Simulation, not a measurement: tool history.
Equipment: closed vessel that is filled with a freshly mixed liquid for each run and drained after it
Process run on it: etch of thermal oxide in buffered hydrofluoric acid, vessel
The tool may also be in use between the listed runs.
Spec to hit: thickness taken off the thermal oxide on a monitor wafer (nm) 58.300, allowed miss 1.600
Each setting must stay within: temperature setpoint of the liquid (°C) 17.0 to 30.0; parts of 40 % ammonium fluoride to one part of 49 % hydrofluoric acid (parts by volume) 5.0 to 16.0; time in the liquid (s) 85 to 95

run	hour	temperature setpoint of the liquid (°C)	parts of 40 % ammonium fluoride to one part of 49 % hydrofluoric acid (parts by volume)	time in the liquid (s)	thickness taken off the thermal oxide on a monitor wafer (nm)
1	0.0	22.0	9.5	85	94.225
2	5.6	22.0	12.0	85	76.321
3	8.7	21.5	12.0	85	74.846
4	13.9	21.0	12.0	85	72.487
5	16.4	21.0	10.5	85	80.872
6	19.0	20.5	10.5	85	80.583
7	25.4	20.5	10.5	85	80.026
8	33.8	20.0	10.5	85	77.375
9	36.9	19.5	10.5	85	76.026
10	42.3	18.0	11.5	85	64.428

Of the 5 settings listed for the next run, only one would bring every result within its allowed miss of target. Which one?
A	47.7	20.5	14.5	85	?
B	47.7	18.5	13.0	90	?
C	47.7	17.5	12.0	90	?
D	47.7	20.0	13.0	85	?
E	47.7	17.0	11.0	85	?

move	thickness taken off the thermal oxide on a monitor wafer (nm)
A	58.526
B	61.644
C	62.992
D	63.351
E	62.953
A: hits every target within its allowed miss
B: closes in on the targets versus the last run, not all within tolerance yet
C: closes in on the targets versus the last run, not all within tolerance yet
D: closes in on the targets versus the last run, not all within tolerance yet
E: closes in on the targets versus the last run, not all within tolerance yet
The move that meets every target is A.

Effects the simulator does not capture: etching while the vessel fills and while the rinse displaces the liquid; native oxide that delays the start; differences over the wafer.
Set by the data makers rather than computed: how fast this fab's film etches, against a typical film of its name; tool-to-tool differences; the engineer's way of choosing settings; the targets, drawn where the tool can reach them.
